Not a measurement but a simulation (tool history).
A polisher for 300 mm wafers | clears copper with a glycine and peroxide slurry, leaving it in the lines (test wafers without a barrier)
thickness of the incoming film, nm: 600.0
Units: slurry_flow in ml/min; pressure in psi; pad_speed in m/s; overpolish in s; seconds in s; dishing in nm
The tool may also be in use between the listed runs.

run	day	slurry_flow	pressure	pad_speed	overpolish	seconds	dishing
1	0.000	245	2.3	1.28	11	105.330	41.339
2	0.067	245	2.3	1.28	14	105.200	47.854
3	0.379	245	2.4	1.28	13	101.810	46.352
4	0.475	190	2.4	1.28	13	100.470	47.973
5	0.600	190	2.4	1.14	13	112.940	42.889
6	0.938	190	2.5	1.14	12	110.170	42.119
7	1.012	190	2.6	1.14	11	104.380	40.510
8	1.125	190	2.7	1.14	11	102.670	40.730

Forecast run 9:
9	1.421	190	2.8	1.14	11	?	?

{"run 9": {"seconds": 97.947, "dishing": 41.985}}
